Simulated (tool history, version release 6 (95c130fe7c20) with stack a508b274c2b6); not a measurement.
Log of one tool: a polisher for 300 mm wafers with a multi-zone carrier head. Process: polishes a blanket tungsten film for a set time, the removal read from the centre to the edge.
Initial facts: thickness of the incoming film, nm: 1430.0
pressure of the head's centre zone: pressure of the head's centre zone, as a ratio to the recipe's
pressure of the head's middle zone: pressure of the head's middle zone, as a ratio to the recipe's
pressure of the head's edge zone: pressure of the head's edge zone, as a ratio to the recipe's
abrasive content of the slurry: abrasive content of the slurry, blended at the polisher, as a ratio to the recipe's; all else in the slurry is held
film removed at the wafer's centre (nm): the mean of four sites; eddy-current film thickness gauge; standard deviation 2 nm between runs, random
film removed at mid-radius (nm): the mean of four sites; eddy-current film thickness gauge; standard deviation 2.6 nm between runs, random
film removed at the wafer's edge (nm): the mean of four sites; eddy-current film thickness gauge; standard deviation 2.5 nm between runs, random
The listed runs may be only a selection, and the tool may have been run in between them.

run,hour,flow of slurry (ml/min),pressure of the head's centre zone,pressure of the head's middle zone,pressure of the head's edge zone,abrasive content of the slurry,polishing time (s),film removed at the wafer's centre (nm),film removed at mid-radius (nm),film removed at the wafer's edge (nm)
1,0.0,130,1.00,1.00,1.00,1.0,56,268.65,265.12,272.27
2,7.8,145,1.00,1.00,1.00,1.0,56,273.65,277.25,270.08
3,10.3,145,1.00,1.00,1.00,1.0,50,244.49,248.64,246.66
4,19.0,130,1.00,1.00,1.00,1.0,50,243.21,239.18,234.70
5,26.3,130,1.03,1.00,1.00,1.0,50,245.99,245.35,245.96
6,29.5,130,1.03,1.00,1.00,0.9,50,244.02,232.10,241.01
7,34.8,130,1.01,1.02,1.01,0.9,50,235.28,244.34,239.60

Expected results for the next run?
8,36.7,130,1.00,1.02,1.01,0.9,50,?,?,?

{"run 8": {"film removed at the wafer's centre (nm)": 234.17, "film removed at mid-radius (nm)": 239.94, "film removed at the wafer's edge (nm)": 233.9}}
